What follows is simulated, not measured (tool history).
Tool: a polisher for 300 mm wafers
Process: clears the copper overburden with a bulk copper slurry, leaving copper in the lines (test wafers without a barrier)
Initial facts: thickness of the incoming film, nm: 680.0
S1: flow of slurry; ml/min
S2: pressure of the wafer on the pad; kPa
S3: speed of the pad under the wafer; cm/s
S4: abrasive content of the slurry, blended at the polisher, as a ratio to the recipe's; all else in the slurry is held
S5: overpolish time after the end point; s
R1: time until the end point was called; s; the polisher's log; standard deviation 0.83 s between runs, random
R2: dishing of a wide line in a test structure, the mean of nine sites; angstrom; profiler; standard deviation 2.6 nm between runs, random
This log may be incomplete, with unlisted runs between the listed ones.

{"run": 1, "hour": 0.0, "S1": 125, "S2": 13.8, "S3": 118, "S4": 1.0, "S5": 29, "R1": 89.83, "R2": 1029.5}
{"run": 2, "hour": 7.7, "S1": 125, "S2": 13.8, "S3": 118, "S4": 0.8, "S5": 29, "R1": 95.204, "R2": 992.27}
{"run": 3, "hour": 10.7, "S1": 125, "S2": 13.8, "S3": 104, "S4": 0.8, "S5": 29, "R1": 108.37, "R2": 934.88}
{"run": 4, "hour": 12.9, "S1": 130, "S2": 14.5, "S3": 104, "S4": 0.8, "S5": 29, "R1": 103.75, "R2": 969.29}
{"run": 5, "hour": 21.6, "S1": 130, "S2": 15.2, "S3": 104, "S4": 0.8, "S5": 29, "R1": 98.435, "R2": 961.55}
{"run": 6, "hour": 24.1, "S1": 130, "S2": 15.9, "S3": 104, "S4": 0.8, "S5": 31, "R1": 94.208, "R2": 1059.3}
{"run": 7, "hour": 25.1, "S1": 130, "S2": 16.5, "S3": 104, "S4": 0.8, "S5": 31, "R1": 91.571, "R2": 1120.7}
{"run": 8, "hour": 29.9, "S1": 135, "S2": 17.2, "S3": 104, "S4": 0.8, "S5": 30, "R1": 87.127, "R2": 1077.3}

The next listed run, before its measurement:
{"run": 9, "hour": 37.2, "S1": 135, "S2": 17.9, "S3": 104, "S4": 0.8, "S5": 31, "R1": "?", "R2": "?"}

{"run 9": {"R1": 85.071, "R2": 1139.7}}

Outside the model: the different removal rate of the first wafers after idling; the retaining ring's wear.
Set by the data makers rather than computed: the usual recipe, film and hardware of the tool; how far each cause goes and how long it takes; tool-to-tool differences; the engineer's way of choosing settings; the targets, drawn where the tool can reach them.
